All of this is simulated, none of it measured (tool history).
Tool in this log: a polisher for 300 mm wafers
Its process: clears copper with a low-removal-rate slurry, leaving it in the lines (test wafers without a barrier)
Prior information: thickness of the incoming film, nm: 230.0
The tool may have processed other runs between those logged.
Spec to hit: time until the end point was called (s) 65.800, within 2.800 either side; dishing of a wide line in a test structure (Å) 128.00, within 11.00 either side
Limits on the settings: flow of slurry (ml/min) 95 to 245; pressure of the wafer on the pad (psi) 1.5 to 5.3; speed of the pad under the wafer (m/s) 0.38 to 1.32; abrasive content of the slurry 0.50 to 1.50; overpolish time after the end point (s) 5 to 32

run	hour	flow of slurry (ml/min)	pressure of the wafer on the pad (psi)	speed of the pad under the wafer (m/s)	abrasive content of the slurry	overpolish time after the end point (s)	time until the end point was called (s)	dishing of a wide line in a test structure (Å)
1	0.0	155	3.4	0.84	1.00	16	68.468	290.81
2	1.9	155	3.4	0.64	1.00	16	87.584	264.31
3	5.9	155	3.4	0.64	1.15	16	84.995	251.74
4	7.5	145	3.3	0.70	1.20	14	81.663	249.16
5	11.0	165	3.2	0.72	1.25	12	79.625	225.47
6	14.2	180	3.1	0.76	1.30	11	77.713	213.37
7	23.0	195	3.0	0.80	1.35	10	72.280	208.84
8	27.9	205	2.8	0.84	1.40	9	72.336	193.91
9	29.0	215	2.6	0.90	1.40	8	72.293	173.00
10	36.9	220	2.5	0.96	1.30	7	72.259	156.78
11	43.8	225	2.5	1.00	1.20	7	67.910	165.34
12	50.1	230	2.3	1.06	1.15	7	72.370	160.87
13	58.7	235	2.2	1.10	1.20	7	71.508	158.46
14	64.3	235	2.1	1.14	1.20	7	70.942	160.49
15	67.6	235	2.1	1.14	1.15	7	72.420	159.62
16	73.0	235	2.1	1.14	1.20	7	71.721	155.89
17	74.6	235	2.0	1.18	1.25	7	71.912	160.53
18	79.0	235	2.1	1.16	1.10	7	71.228	156.84
19	86.7	235	2.1	1.18	1.00	7	72.488	156.91
20	89.0	200	1.7	1.22	1.25	5	79.368	102.92
21	93.8	230	2.3	1.22	1.25	5	60.664	138.25
22	102.3	225	2.3	1.22	1.25	5	61.017	137.74
23	110.5	220	2.3	1.22	1.25	5	61.232	135.89

Which one of the following 4 next-run settings gets every result inside its allowed miss? There is exactly one.
A	118.7	225	2.2	1.32	1.25	6	?	?
B	118.7	240	2.3	1.26	1.15	6	?	?
C	118.7	185	2.5	1.06	1.40	5	?	?
D	118.7	185	2.7	1.04	1.25	6	?	?

move	time until the end point was called (s)	dishing of a wide line in a test structure (Å)
A	60.616	157.26
B	61.610	155.40
C	67.018	124.76
D	65.234	148.92
A: moves away from the targets compared with the last run
B: moves away from the targets compared with the last run
C: meets every target
D: meets the target for the result that was furthest off, but another lies outside its allowed miss
Answer: C

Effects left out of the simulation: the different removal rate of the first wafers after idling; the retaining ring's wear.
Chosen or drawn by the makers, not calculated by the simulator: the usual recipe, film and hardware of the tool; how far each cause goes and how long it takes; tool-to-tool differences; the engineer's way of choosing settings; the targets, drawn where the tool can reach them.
